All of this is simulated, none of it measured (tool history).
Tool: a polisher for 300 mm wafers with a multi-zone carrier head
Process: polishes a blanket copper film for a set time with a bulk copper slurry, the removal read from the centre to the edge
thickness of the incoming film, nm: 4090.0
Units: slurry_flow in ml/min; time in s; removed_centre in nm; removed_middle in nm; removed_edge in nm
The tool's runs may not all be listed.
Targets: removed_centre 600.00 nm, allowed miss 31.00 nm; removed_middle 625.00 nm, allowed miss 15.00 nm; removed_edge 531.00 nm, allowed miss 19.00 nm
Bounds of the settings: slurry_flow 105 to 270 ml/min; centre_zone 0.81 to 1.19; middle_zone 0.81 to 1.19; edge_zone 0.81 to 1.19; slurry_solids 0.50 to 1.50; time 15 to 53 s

| run | day | slurry_flow | centre_zone | middle_zone | edge_zone | slurry_solids | time | removed_centre | removed_middle | removed_edge |
|---|---|---|---|---|---|---|---|---|---|---|
| 1 | 0.000 | 175 | 1.00 | 1.00 | 1.00 | 1.00 | 34 | 378.68 | 371.75 | 351.01 |
| 2 | 0.217 | 215 | 1.00 | 1.00 | 1.00 | 1.00 | 34 | 393.31 | 385.60 | 352.15 |
| 3 | 0.438 | 215 | 1.00 | 1.04 | 1.00 | 1.00 | 34 | 380.75 | 396.12 | 355.68 |
| 4 | 0.750 | 215 | 1.00 | 1.04 | 1.00 | 1.00 | 31 | 352.59 | 361.65 | 324.50 |
| 5 | 0.850 | 215 | 1.00 | 1.04 | 0.92 | 1.00 | 31 | 354.60 | 359.08 | 314.22 |
| 6 | 1.196 | 215 | 1.03 | 1.07 | 0.96 | 1.15 | 34 | 414.38 | 419.98 | 352.01 |
| 7 | 1.225 | 210 | 1.03 | 1.07 | 1.00 | 1.25 | 37 | 452.30 | 467.71 | 411.69 |
|  | 1.479 | edge zone pressure recalibrated |
| 8 | 1.479 | 215 | 1.06 | 1.10 | 1.03 | 1.30 | 38 | 481.31 | 494.50 | 451.23 |
| 9 | 1.571 | 225 | 1.08 | 1.12 | 1.02 | 1.35 | 39 | 517.65 | 519.12 | 478.61 |
| 10 | 1.625 | 235 | 1.08 | 1.19 | 0.92 | 1.45 | 44 | 592.64 | 627.39 | 510.86 |

5 next moves are on the table. One of them brings every result within its allowed miss. Which?
| A | 1.679 | 260 | 1.02 | 1.12 | 0.83 | 1.40 | 48 | ? | ? | ? |
| B | 1.679 | 270 | 1.08 | 1.19 | 0.86 | 1.50 | 42 | ? | ? | ? |
| C | 1.679 | 260 | 1.03 | 1.19 | 0.95 | 1.50 | 42 | ? | ? | ? |
| D | 1.679 | 230 | 1.05 | 1.14 | 0.93 | 1.30 | 47 | ? | ? | ? |
| E | 1.679 | 255 | 1.10 | 1.19 | 0.83 | 1.40 | 44 | ? | ? | ? |

| move | removed_centre | removed_middle | removed_edge |
|---|---|---|---|
| A | 608.56 | 655.00 | 534.16 |
| B | 575.69 | 615.56 | 482.98 |
| C | 546.56 | 613.34 | 503.24 |
| D | 594.81 | 631.97 | 535.08 |
| E | 600.90 | 631.12 | 488.47 |
A: brings the result that was furthest off to its target, and leaves another outside
B: further off than the last run
C: further off than the last run
D: meets every target
E: further off than the last run
The right move is D.

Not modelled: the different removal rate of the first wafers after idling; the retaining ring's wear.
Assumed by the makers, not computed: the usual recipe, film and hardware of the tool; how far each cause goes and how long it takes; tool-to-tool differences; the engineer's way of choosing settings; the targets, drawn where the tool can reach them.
